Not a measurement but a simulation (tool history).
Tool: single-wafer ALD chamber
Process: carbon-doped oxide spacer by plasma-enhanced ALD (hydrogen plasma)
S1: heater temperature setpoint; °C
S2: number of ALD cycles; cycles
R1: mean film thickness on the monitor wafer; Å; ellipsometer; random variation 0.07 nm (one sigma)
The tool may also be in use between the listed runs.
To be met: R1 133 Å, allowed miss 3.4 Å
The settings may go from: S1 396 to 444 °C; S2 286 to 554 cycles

Run 1, hour 0: S1 420 °C, S2 420 cycles. Result: R1 165.14 Å.
Run 2, hour 3.1: S1 420 °C, S2 456 cycles. Result: R1 181.01 Å.
Run 3, hour 9.3: S1 420 °C, S2 430 cycles. Result: R1 168.36 Å.
Run 4, hour 14.6: S1 420 °C, S2 481 cycles. Result: R1 190.1 Å.
Run 5, hour 19.8: S1 428 °C, S2 481 cycles. Result: R1 185.43 Å.
Run 6, hour 22.2: S1 428 °C, S2 541 cycles. Result: R1 209.6 Å.
Run 7, hour 29.3: S1 430 °C, S2 513 cycles. Result: R1 196.01 Å.
Run 8, hour 33.1: S1 432 °C, S2 490 cycles. Result: R1 185.55 Å.
Run 9, hour 39: S1 440 °C, S2 423 cycles. Result: R1 156.65 Å.
Run 10, hour 47.2: S1 440 °C, S2 413 cycles. Result: R1 153.62 Å.
Run 11, hour 56.4: S1 440 °C, S2 413 cycles. Result: R1 154.21 Å.
Run 12, hour 57.7: S1 440 °C, S2 404 cycles. Result: R1 149.15 Å.
Run 13, hour 61.7: S1 440 °C, S2 397 cycles. Result: R1 148.48 Å.
Run 14, hour 67.5: S1 440 °C, S2 390 cycles. Result: R1 144.64 Å.
Run 15, hour 77: S1 440 °C, S2 390 cycles. Result: R1 144.87 Å.
Run 16, hour 79.9: S1 440 °C, S2 385 cycles. Result: R1 142.72 Å.
Run 17, hour 86.3: S1 440 °C, S2 381 cycles. Result: R1 140.72 Å.
Run 18, hour 92: S1 440 °C, S2 378 cycles. Result: R1 140.26 Å.
Run 19, hour 101.1: S1 440 °C, S2 375 cycles. Result: R1 139.37 Å.
Run 20, hour 109.6: S1 440 °C, S2 372 cycles. Result: R1 138.3 Å.

5 next moves are on the table. One of them brings every result within its allowed miss. Which?
Run A, hour 118.1: S1 439 °C, S2 384 cycles. Result: R1 ?.
Run B, hour 118.1: S1 440 °C, S2 383 cycles. Result: R1 ?.
Run C, hour 118.1: S1 438 °C, S2 356 cycles. Result: R1 ?.
Run D, hour 118.1: S1 414 °C, S2 354 cycles. Result: R1 ?.
Run E, hour 118.1: S1 443 °C, S2 391 cycles. Result: R1 ?.

move      R1
   A  141.93
   B  141.12
   C     132
   D  141.11
   E  142.71
A: further off than the last run
B: further off than the last run
C: meets every target
D: further off than the last run
E: further off than the last run
Answer: C

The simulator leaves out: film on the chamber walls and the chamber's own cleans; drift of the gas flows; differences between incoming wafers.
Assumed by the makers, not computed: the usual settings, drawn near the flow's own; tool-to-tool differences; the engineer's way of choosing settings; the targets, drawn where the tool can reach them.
